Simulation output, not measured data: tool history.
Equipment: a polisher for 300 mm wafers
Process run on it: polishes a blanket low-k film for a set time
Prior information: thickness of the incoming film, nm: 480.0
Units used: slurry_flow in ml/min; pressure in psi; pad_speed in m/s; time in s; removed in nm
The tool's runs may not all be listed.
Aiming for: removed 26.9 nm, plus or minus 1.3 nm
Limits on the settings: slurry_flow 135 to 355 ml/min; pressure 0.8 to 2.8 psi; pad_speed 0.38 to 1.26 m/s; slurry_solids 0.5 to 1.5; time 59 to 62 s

run 1 hour=0 | slurry_flow=225 pressure=1.8 pad_speed=0.82 slurry_solids=1 time=59 | removed=17.694
run 2 hour=8.6 | slurry_flow=225 pressure=1.9 pad_speed=0.82 slurry_solids=1 time=59 | removed=19.406
run 3 hour=11.8 | slurry_flow=225 pressure=1.9 pad_speed=0.94 slurry_solids=1 time=59 | removed=21.116
run 4 hour=12.6 | slurry_flow=225 pressure=1.9 pad_speed=0.94 slurry_solids=0.9 time=59 | removed=20.022
run 5 hour=15.8 | slurry_flow=225 pressure=1.9 pad_speed=0.94 slurry_solids=0.9 time=62 | removed=21.266
run 6 hour=21.6 | slurry_flow=195 pressure=1.9 pad_speed=0.94 slurry_solids=0.9 time=62 | removed=21.624
run 7 hour=26.3 | slurry_flow=195 pressure=2 pad_speed=0.94 slurry_solids=0.9 time=62 | removed=21.357
run 8 hour=30.4 | slurry_flow=195 pressure=2.5 pad_speed=1 slurry_solids=0.9 time=62 | removed=29.23

Of the 5 settings listed for the next run, only one would bring every result within its allowed miss of target. Which one?
run A hour=34.5 | slurry_flow=180 pressure=2.8 pad_speed=1.12 slurry_solids=0.65 time=62 | removed=?
run B hour=34.5 | slurry_flow=210 pressure=2.5 pad_speed=1.04 slurry_solids=0.95 time=62 | removed=?
run C hour=34.5 | slurry_flow=305 pressure=2.8 pad_speed=0.9 slurry_solids=1.15 time=60 | removed=?
run D hour=34.5 | slurry_flow=200 pressure=2.5 pad_speed=0.98 slurry_solids=0.95 time=59 | removed=?
run E hour=34.5 | slurry_flow=215 pressure=2.7 pad_speed=1.1 slurry_solids=0.8 time=59 | removed=?

move=A removed=29.389
move=B removed=29.825
move=C removed=32.72
move=D removed=27.039
move=E removed=29.827
A: misses by more than the last run did
B: misses by more than the last run did
C: misses by more than the last run did
D: hits every target within its allowed miss
E: misses by more than the last run did
Go with D: it meets all targets.
